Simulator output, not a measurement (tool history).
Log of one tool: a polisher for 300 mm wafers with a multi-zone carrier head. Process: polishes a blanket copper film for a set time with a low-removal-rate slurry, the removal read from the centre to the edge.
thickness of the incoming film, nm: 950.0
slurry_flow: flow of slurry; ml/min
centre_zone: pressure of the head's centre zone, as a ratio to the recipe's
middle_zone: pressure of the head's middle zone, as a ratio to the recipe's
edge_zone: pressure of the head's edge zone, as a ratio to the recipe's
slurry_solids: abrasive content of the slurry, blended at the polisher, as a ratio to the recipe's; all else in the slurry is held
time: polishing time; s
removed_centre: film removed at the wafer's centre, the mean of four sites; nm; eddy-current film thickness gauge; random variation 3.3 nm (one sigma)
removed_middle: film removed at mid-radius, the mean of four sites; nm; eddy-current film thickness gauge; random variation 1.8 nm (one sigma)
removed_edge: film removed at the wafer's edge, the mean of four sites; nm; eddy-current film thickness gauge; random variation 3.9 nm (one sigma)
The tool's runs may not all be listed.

| run | hour | slurry_flow | centre_zone | middle_zone | edge_zone | slurry_solids | time | removed_centre | removed_middle | removed_edge |
|---|---|---|---|---|---|---|---|---|---|---|
| 1 | 0.0 | 130 | 1.00 | 1.00 | 1.00 | 1.00 | 76 | 186.59 | 184.35 | 177.28 |
| 2 | 5.2 | 130 | 1.00 | 1.04 | 1.00 | 1.00 | 76 | 181.67 | 189.12 | 180.35 |
| 3 | 11.4 | 145 | 1.02 | 1.08 | 1.05 | 1.15 | 79 | 207.58 | 215.89 | 194.58 |
| 4 | 13.3 | 145 | 1.02 | 1.08 | 0.99 | 1.15 | 79 | 207.51 | 214.93 | 189.99 |
| 5 | 16.4 | 140 | 0.99 | 1.07 | 1.05 | 1.25 | 84 | 208.76 | 230.79 | 216.77 |
| 6 | 22.4 | 140 | 0.99 | 1.15 | 1.05 | 1.25 | 84 | 213.10 | 245.17 | 212.91 |
| 7 | 28.8 | 140 | 0.99 | 1.15 | 1.05 | 1.25 | 84 | 216.72 | 245.17 | 221.75 |

Forecast run 8:
| 8 | 33.6 | 140 | 1.00 | 1.16 | 1.09 | 1.35 | 86 | ? | ? | ? |

Run 8 gave removed_centre 226.54 nm, removed_middle 258.23 nm, removed_edge 236.64 nm.
